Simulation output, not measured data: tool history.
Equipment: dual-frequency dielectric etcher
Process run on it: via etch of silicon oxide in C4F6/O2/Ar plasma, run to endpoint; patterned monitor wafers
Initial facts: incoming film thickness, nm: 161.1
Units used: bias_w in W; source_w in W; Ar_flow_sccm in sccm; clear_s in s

run	day	bias_w	source_w	Ar_flow_sccm	clear_s
1	0.000	368	430	214	37.812
2	0.358	368	430	185	36.879
3	0.646	376	430	185	36.475
4	0.754	382	430	185	36.359
5	0.879	388	430	185	36.046
6	1.225	348	430	185	37.171
7	1.283	358	430	185	37.097
8	1.388	367	430	185	36.630
9	1.688	367	430	185	36.821
10	1.871	375	430	185	36.484
11	2.067	382	430	185	36.375
12	2.258	389	430	185	36.225

Run 13 has not been measured yet. What should we expect?
13	2.300	395	430	185	?

Run 13 came out at clear_s 35.897 s.
